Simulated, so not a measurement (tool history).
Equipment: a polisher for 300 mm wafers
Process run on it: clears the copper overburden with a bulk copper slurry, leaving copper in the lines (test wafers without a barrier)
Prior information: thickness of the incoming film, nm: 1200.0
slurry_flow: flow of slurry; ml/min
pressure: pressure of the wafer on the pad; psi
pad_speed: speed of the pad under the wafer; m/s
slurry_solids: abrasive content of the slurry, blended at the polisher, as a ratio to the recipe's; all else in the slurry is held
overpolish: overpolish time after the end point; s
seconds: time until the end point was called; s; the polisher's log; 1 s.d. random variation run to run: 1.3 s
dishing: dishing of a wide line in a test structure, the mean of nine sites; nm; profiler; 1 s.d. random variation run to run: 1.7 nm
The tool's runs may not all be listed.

run,hour,slurry_flow,pressure,pad_speed,slurry_solids,overpolish,seconds,dishing
1,0,300,3.3,0.9,1,23,140.33,98.55
2,2.5,300,3.4,0.92,1,18,132.37,89.151
3,3.9,300,3,0.92,1,18,145.39,83.786
4,7.5,300,3.2,0.94,1,15,134.21,78.994
5,11.9,370,3.2,0.94,1,15,133.85,78.43
6,17.1,370,3.3,0.94,1,13,129.55,74.638

Forecast run 7:
7,19.4,370,3.4,0.94,1,12,?,?

{"run 7": {"seconds": 126.44, "dishing": 72.453}}

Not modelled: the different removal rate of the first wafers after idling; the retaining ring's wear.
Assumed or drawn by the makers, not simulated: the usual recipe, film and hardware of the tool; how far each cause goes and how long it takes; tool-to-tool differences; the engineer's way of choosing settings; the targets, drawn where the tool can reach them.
